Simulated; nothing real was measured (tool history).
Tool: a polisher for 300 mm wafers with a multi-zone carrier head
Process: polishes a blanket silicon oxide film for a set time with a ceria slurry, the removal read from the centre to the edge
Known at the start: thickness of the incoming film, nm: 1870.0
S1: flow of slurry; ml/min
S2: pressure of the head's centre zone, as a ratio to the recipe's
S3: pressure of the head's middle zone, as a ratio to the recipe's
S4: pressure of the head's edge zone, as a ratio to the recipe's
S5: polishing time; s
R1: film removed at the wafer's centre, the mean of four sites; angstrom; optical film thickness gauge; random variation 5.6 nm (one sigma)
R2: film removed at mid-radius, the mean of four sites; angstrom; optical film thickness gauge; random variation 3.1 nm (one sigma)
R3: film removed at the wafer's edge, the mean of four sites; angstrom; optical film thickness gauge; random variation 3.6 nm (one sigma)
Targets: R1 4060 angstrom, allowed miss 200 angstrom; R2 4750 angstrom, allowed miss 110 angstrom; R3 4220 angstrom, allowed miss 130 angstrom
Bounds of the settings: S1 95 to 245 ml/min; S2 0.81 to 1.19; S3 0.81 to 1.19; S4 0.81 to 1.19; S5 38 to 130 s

run	day	S1	S2	S3	S4	S5	R1	R2	R3
1	0	155	1	1	1	84	4914.9	4968.1	4901.8
2	0.154	140	1	1	1	84	4862.2	4854.1	4949.8
3	0.4	140	1	1	1	96	5617.1	5490.8	5548.8
4	0.775	140	0.97	1	1	96	5418.2	5544.6	5610.6
5	0.908	140	0.92	1	1	96	5028.9	5576.8	5522.1
6	0.967	150	0.91	1	0.96	92	4858.9	5406.3	5346.4
7	1.212	150	0.92	1.02	0.94	87	4704	5203.4	4994.9
8	1.5	145	0.91	1.03	0.92	84	4495.7	4985.5	4768.6
9	1.579	140	0.9	1.05	0.9	82	4281.8	4917.6	4545.1
# day 1.746: slurry nozzle cleaned
10	1.746	105	0.9	1.06	0.83	81	4275.3	5048.3	4431.5
11	2.008	105	0.9	1.06	0.83	80	4195.7	4979.2	4352.6
12	2.229	105	0.9	1.05	0.83	79	4215.6	4834.6	4370.5

4 next moves are on the table. One of them brings every result within its allowed miss. Which?
A	2.45	135	0.88	1.05	0.83	75	?	?	?
B	2.45	135	0.81	1.12	0.88	77	?	?	?
C	2.45	95	0.87	1.03	0.96	82	?	?	?
D	2.45	100	0.85	1	0.84	83	?	?	?

move	R1	R2	R3
A	4012.2	4745.3	4163.4
B	3790.6	5149.6	4376.9
C	4132.9	4893.7	4706.2
D	4114.4	4862.2	4518.3
A: meets every target
B: further off than the last run
C: further off than the last run
D: further off than the last run
Move A is the one to make.

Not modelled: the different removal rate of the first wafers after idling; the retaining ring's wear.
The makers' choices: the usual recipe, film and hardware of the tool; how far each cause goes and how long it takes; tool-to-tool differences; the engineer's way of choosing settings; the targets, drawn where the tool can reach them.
